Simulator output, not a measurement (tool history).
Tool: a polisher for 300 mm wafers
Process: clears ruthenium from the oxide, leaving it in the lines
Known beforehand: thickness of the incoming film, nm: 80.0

run	hour	flow of slurry (ml/min)	pressure of the wafer on the pad (psi)	speed of the pad under the wafer (cm/s)	overpolish time after the end point (s)	time until the end point was called (s)
1	0	175	1.7	100	27	77.969
2	4.1	175	1.7	100	27	77.274
3	5.4	150	1.7	100	27	80.088
4	8.3	140	1.4	88	27	108.35
5	15.5	185	1.4	88	27	104.2
6	21.7	225	1.4	88	27	101.52
7	26.3	215	1.2	76	27	134.6
8	33.3	210	1.1	70	27	154.5
9	36.3	160	0.8	62	27	241.95
10	44	180	0.8	62	27	240.19
11	52.4	200	0.8	62	27	235.68
12	54.4	210	0.8	62	27	235.64

For run 13, what comes out?
13	58.1	215	0.8	62	27	?

For run 13 the tool returned time until the end point was called (s) 232.23.

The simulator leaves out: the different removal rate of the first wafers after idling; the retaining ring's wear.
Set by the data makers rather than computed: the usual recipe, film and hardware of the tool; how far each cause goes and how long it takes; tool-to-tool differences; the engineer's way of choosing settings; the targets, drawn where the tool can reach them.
